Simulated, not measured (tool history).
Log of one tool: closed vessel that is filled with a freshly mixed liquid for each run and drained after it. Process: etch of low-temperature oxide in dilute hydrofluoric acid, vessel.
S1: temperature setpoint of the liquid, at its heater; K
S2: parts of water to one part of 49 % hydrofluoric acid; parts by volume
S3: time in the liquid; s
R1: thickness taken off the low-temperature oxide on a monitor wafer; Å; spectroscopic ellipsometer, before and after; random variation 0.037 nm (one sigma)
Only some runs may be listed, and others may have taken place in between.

Run 1, day 0: S1 299.15 K, S2 165 parts by volume, S3 165 s. Result: R1 119.7 Å.
Run 2, day 0.367: S1 297.15 K, S2 165 parts by volume, S3 165 s. Result: R1 110.45 Å.
Run 3, day 0.433: S1 297.15 K, S2 115 parts by volume, S3 165 s. Result: R1 167.05 Å.
Run 4, day 0.546: S1 297.15 K, S2 115 parts by volume, S3 165 s. Result: R1 168.31 Å.
Run 5, day 0.929: S1 295.65 K, S2 130 parts by volume, S3 165 s. Result: R1 138.53 Å.
Run 6, day 1.062: S1 295.65 K, S2 130 parts by volume, S3 120 s. Result: R1 100.2 Å.
Run 7, day 1.292: S1 295.15 K, S2 130 parts by volume, S3 120 s. Result: R1 98.238 Å.

What does the tool deliver on the next run?
Run 8, day 1.542: S1 291.15 K, S2 130 parts by volume, S3 120 s. Result: R1 ?.

Logged for run 8: R1 83.824 Å.
